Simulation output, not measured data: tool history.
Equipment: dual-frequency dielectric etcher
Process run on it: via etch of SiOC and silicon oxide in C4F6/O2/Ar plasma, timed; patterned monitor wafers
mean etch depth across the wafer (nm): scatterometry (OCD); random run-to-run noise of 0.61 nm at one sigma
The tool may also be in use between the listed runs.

run	hour	source power (W)	bias power (W)	etch time (s)	mean etch depth across the wafer (nm)
1	0	470	128	70.5	80.253
2	8.5	470	128	70.5	80.091
3	17.5	490	130	70.5	81.688
4	19.3	510	132	70.5	83.578
5	21.5	520	133	70.5	84.076
6	22.5	550	133	70.5	84.748
7	23.2	560	135	70.5	86.33

Run 8 is up next; what results do you expect?
8	30	570	136	70.5	?

Run 8 yielded mean etch depth across the wafer (nm) 86.365.

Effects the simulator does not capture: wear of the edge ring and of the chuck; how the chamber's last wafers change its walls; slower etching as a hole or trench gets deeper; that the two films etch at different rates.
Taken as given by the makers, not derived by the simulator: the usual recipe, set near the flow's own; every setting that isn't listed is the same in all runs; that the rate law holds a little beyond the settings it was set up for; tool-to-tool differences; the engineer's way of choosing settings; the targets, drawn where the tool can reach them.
